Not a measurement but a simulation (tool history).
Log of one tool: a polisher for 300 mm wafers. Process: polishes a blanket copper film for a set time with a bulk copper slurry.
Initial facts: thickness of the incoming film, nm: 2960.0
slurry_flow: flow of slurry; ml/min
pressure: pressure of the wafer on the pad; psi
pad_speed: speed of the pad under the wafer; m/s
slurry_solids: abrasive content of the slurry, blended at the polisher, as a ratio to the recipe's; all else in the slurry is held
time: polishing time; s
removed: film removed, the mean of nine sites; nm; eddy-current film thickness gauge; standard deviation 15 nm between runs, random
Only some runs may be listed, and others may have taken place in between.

| run | hour | slurry_flow | pressure | pad_speed | slurry_solids | time | removed |
|---|---|---|---|---|---|---|---|
| 1 | 0 | 260 | 3.5 | 1 | 1 | 98 | 1268.3 |
| 2 | 3.5 | 265 | 3.7 | 1 | 1 | 98 | 1330.7 |
| 3 | 5.8 | 265 | 3.7 | 0.84 | 1 | 98 | 1161.8 |
| 4 | 12.3 | 315 | 3.7 | 0.84 | 1 | 98 | 1174.4 |
| 5 | 20.4 | 355 | 3.7 | 0.84 | 1 | 98 | 1198.7 |
| 6 | 24.2 | 355 | 3.7 | 0.84 | 1 | 98 | 1193.1 |
| 7 | 29.1 | 355 | 4 | 0.84 | 1 | 98 | 1278.3 |
| 8 | 34.7 | 355 | 4.2 | 0.86 | 1 | 98 | 1378.7 |
| 9 | 42 | 355 | 4.4 | 0.88 | 1 | 98 | 1469.6 |
| 10 | 47.9 | 355 | 4.5 | 0.9 | 1 | 98 | 1516.7 |
| 11 | 55 | 355 | 4.6 | 0.92 | 1 | 98 | 1570.2 |
| 12 | 56 | 355 | 4.7 | 0.94 | 1 | 98 | 1645.3 |

The next listed run, before its measurement:
| 13 | 62.5 | 355 | 4.8 | 0.94 | 1 | 98 | ? |

Run 13 measured removed 1669.8 nm.
